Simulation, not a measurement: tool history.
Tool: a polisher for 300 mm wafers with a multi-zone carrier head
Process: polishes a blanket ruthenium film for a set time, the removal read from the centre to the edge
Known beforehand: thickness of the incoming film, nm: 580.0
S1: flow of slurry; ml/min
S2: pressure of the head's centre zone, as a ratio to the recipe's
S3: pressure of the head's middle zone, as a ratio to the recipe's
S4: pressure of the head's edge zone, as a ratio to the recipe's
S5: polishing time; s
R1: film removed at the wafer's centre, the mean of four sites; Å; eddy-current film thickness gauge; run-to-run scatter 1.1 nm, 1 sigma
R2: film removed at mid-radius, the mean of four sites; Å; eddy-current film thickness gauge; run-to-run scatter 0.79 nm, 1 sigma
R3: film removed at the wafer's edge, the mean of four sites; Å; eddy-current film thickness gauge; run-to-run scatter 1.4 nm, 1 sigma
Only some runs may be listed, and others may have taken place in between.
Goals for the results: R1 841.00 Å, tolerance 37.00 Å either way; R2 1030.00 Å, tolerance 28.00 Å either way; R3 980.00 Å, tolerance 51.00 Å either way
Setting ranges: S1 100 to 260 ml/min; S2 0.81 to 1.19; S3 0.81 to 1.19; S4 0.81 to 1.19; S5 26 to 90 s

| run | hour | S1 | S2 | S3 | S4 | S5 | R1 | R2 | R3 |
|---|---|---|---|---|---|---|---|---|---|
| 1 | 0.0 | 165 | 1.00 | 1.00 | 1.00 | 58 | 742.57 | 740.97 | 748.43 |
| 2 | 4.5 | 165 | 0.95 | 1.00 | 1.00 | 58 | 705.60 | 730.64 | 739.55 |
| 3 | 8.0 | 175 | 0.94 | 1.05 | 1.05 | 61 | 736.36 | 821.27 | 795.00 |
| 4 | 14.8 | 175 | 0.94 | 1.05 | 0.99 | 61 | 746.89 | 822.13 | 789.66 |
| 5 | 18.4 | 175 | 0.94 | 1.05 | 0.99 | 56 | 687.15 | 749.12 | 711.92 |
| 6 | 22.6 | 200 | 0.94 | 1.05 | 0.99 | 56 | 677.17 | 760.35 | 735.85 |
| 7 | 25.0 | 215 | 0.95 | 1.07 | 1.01 | 59 | 744.55 | 830.68 | 779.77 |
| 8 | 28.8 | 220 | 0.93 | 1.07 | 1.04 | 62 | 766.36 | 877.08 | 819.21 |

Next run, 5 choices. One meets every target within its allowed miss, the rest don't. Which?
| A | 32.6 | 195 | 0.83 | 0.82 | 1.11 | 63 | ? | ? | ? |
| B | 32.6 | 205 | 1.17 | 0.99 | 1.02 | 55 | ? | ? | ? |
| C | 32.6 | 260 | 0.85 | 1.06 | 1.02 | 73 | ? | ? | ? |
| D | 32.6 | 205 | 0.95 | 1.10 | 1.08 | 69 | ? | ? | ? |
| E | 32.6 | 245 | 1.15 | 1.16 | 0.89 | 60 | ? | ? | ? |

| move | R1 | R2 | R3 |
|---|---|---|---|
| A | 697.58 | 693.26 | 871.12 |
| B | 867.27 | 710.49 | 730.55 |
| C | 858.26 | 1026.40 | 987.08 |
| D | 882.79 | 975.87 | 941.40 |
| E | 950.97 | 904.68 | 756.36 |
A: misses by more than the last run did
B: misses by more than the last run did
C: every result lands within tolerance
D: gains on the last run, yet a result remains outside its allowed miss
E: gains on the last run, yet a result remains outside its allowed miss
Move C is the one to make.

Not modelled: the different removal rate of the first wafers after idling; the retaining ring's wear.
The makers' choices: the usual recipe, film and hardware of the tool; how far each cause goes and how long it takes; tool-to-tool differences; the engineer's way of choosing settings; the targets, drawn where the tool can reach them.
